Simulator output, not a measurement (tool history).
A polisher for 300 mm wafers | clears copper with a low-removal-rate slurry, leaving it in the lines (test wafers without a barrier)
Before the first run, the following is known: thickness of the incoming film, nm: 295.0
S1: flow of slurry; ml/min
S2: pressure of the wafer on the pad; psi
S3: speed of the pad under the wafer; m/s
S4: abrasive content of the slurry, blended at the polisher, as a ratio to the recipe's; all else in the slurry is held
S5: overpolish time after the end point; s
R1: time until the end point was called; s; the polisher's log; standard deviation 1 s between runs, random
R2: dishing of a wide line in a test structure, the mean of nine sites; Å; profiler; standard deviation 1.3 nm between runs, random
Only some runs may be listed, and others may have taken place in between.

run,day,S1,S2,S3,S4,S5,R1,R2
1,0,215,3.9,0.98,1,24,90.757,474.19
2,0.375,215,3,0.98,1,24,109.8,401.47
3,0.604,215,2.6,0.98,1,24,123.62,365.93
4,0.817,215,3.4,1,1,24,97.916,422.88
5,0.996,215,4,1,1,25,86.91,504.45
6,1.129,215,4,1,1,31,87.727,575.24
7,1.279,215,4.4,1.02,1,29,80.735,594.55

Run 8 has not been measured yet. What should we expect?
8,1.588,215,4.4,1.02,1,29,?,?

R1: 77.567 s
R2: 595.82 Å

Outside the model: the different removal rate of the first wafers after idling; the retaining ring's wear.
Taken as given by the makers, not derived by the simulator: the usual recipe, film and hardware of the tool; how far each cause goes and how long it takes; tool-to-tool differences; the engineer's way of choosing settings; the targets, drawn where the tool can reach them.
